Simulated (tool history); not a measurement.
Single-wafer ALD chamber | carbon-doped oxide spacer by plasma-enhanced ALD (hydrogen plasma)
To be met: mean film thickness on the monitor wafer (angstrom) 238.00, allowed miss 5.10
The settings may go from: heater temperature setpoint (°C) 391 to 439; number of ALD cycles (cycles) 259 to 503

run	hour	heater temperature setpoint (°C)	number of ALD cycles (cycles)	mean film thickness on the monitor wafer (angstrom)
1	0.0	415	381	189.04
2	2.4	413	394	194.55
3	8.4	412	408	204.70
4	15.4	412	361	180.18
5	19.0	410	378	189.75
6	26.5	408	391	198.04
7	31.2	406	401	203.95
8	38.3	405	410	207.96
9	41.1	404	419	212.28

Which of these 4 next moves meets every target?
A	43.9	411	499	?
B	43.9	405	465	?
C	43.9	406	389	?
D	43.9	393	438	?

move	mean film thickness on the monitor wafer (angstrom)
A	248.67
B	235.53
C	196.50
D	226.05
A: takes the result that was furthest off past its target
B: meets every target
C: further off than the last run
D: nearer than the last run, and not there yet
Answer: B
